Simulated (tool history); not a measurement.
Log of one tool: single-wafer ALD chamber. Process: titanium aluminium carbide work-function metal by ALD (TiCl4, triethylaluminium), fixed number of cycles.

run  hour  heater temperature setpoint (K)  triethylaluminium pulse time (s)  mean film thickness on the monitor wafer (Å)
  1     0                           553.15                              7.43                                        19.574
  2   0.9                           549.15                               7.2                                        19.046
  3   3.6                           545.15                              7.07                                        18.554
  4  11.8                           542.15                              7.02                                        18.158
  5  15.5                           542.15                              4.91                                        14.306
  6  23.4                           542.15                              3.42                                        7.7808
  7  26.2                           540.15                              3.96                                        10.715
  8  31.9                           538.15                              4.29                                        12.032

Run 9 has not been measured yet. What should we expect?
  9  36.6                           536.15                              4.47                                             ?

mean film thickness on the monitor wafer (Å): 12.61
